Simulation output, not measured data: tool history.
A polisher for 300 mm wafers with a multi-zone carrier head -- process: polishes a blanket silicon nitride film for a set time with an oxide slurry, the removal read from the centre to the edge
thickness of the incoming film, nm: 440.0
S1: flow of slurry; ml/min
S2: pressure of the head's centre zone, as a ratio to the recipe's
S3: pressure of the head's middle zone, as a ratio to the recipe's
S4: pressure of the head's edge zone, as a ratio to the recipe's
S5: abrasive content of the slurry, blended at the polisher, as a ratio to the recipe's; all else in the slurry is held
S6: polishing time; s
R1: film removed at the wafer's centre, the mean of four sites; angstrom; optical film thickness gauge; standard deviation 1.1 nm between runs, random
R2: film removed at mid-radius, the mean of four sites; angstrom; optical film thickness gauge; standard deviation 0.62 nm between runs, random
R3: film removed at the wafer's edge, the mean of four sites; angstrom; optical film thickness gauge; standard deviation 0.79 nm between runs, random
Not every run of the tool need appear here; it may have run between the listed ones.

run    day   S1    S2    S3    S4    S5  S6      R1      R2      R3
  1      0  315     1     1     1     1  80  761.33  744.96  757.16
  2  0.262  315     1     1  0.95     1  80  734.41  733.31  732.57
  3  0.554  315     1     1  1.03     1  80  751.81  746.85  764.77
  4  0.742  315     1     1  1.03   1.2  80  817.85  820.22  829.17
  5  1.092  315  0.93     1  1.03   1.2  80  755.31  807.26   846.5
  6   1.25  315  0.93     1  1.03  1.05  80  706.03  771.48  778.02
  7  1.483  315  0.94  0.99  1.04   1.1  80  733.28  771.35  807.65
     1.562  -- worn pad replaced by a new one
  8  1.562  320  0.95  0.98  1.05  1.15  80  862.51  892.71  940.27
  9  1.788  320  0.95  0.97  1.04  1.15  80  869.69  897.78  934.64

For run 10, what comes out?
 10  1.842  315  0.95  0.97  1.06  1.1  80   ?   ?   ?

For run 10 the tool returned R1 847.46 angstrom, R2 865.97 angstrom, R3 919.31 angstrom.
